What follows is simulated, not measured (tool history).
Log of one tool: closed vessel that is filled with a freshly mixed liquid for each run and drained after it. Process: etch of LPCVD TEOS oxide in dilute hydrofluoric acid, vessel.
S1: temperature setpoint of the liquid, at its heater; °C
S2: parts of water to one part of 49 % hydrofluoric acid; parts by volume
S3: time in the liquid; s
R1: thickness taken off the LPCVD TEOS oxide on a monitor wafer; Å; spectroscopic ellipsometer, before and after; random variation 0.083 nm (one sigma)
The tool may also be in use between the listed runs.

run  hour    S1   S2  S3      R1
  1     0    22  100  95  177.14
  2   8.8    22  100  65  119.61
  3  11.2    22  100  95  172.34
  4  15.8  21.5  110  95  152.44
  5  21.8  21.5   75  95  234.99
  6  28.5  21.5  110  95  153.02
  7  31.8  21.5  120  95  139.25
  8  39.4  21.5  130  95  125.94

Run 9 comes next. What will it give?
  9  41.8  21.5  135  95   ?

R1: 122.51 Å
